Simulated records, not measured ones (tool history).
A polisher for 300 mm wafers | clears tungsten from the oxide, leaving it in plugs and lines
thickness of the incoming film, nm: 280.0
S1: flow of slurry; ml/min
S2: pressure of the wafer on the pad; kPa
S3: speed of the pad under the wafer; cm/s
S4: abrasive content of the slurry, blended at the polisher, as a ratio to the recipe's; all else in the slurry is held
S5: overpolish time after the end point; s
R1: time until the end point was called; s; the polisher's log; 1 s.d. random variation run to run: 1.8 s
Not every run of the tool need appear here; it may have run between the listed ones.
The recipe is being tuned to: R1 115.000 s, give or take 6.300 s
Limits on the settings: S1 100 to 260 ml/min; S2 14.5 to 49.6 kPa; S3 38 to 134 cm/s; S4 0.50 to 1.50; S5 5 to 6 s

run	hour	S1	S2	S3	S4	S5	R1
1	0.0	165	31.7	86	1.00	6	73.656
2	0.7	125	31.7	86	1.00	6	78.495
3	3.3	125	30.3	86	1.00	6	79.601
4	10.3	125	29.0	86	1.00	6	85.303
5	15.1	125	29.0	94	1.00	6	77.318
6	23.6	125	24.8	94	1.00	6	87.839
7	31.4	125	24.1	94	1.00	6	88.764
8	36.3	125	23.4	94	1.00	6	93.163
# hour 44.0: slurry nozzle cleaned
9	44.0	125	22.8	94	1.00	6	85.127

Exercise: of the 4 proposed moves below, exactly one satisfies all targets within the stated allowed misses. Which move is it?
A	51.7	120	18.6	92	0.95	6	?
B	51.7	115	24.8	80	0.95	5	?
C	51.7	110	21.4	70	1.00	6	?
D	51.7	105	20.7	100	0.95	6	?

move	R1
A	100.950
B	92.341
C	115.970
D	89.862
A: gains on the last run, yet a result remains outside its allowed miss
B: gains on the last run, yet a result remains outside its allowed miss
C: all results in spec
D: gains on the last run, yet a result remains outside its allowed miss
The move that meets every target is C.

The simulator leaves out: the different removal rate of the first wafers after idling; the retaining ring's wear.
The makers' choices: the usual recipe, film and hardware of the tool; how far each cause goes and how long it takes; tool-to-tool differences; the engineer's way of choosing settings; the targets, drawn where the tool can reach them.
